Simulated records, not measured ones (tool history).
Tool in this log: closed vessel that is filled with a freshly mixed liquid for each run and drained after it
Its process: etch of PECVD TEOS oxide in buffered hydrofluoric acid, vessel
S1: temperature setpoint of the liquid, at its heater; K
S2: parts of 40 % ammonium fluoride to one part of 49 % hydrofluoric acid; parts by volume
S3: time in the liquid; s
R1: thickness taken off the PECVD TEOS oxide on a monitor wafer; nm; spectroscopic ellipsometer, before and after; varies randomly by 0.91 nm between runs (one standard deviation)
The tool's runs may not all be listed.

Run 1, hour 0.0: S1 297.15 K, S2 14.5 parts by volume, S3 30 s. Result: R1 39.524 nm.
Run 2, hour 8.9: S1 298.65 K, S2 13.5 parts by volume, S3 30 s. Result: R1 45.145 nm.
Run 3, hour 17.7: S1 299.65 K, S2 12.5 parts by volume, S3 30 s. Result: R1 51.569 nm.
Run 4, hour 19.3: S1 297.65 K, S2 12.5 parts by volume, S3 30 s. Result: R1 47.316 nm.
Run 5, hour 20.7: S1 297.65 K, S2 12.5 parts by volume, S3 30 s. Result: R1 46.288 nm.
Run 6, hour 23.3: S1 299.15 K, S2 11.5 parts by volume, S3 30 s. Result: R1 53.578 nm.

Estimate the outcome of run 7 from the log above:
Run 7, hour 30.5: S1 303.15 K, S2 7.5 parts by volume, S3 30 s. Result: R1 ?.

Logged for run 7: R1 99.915 nm.
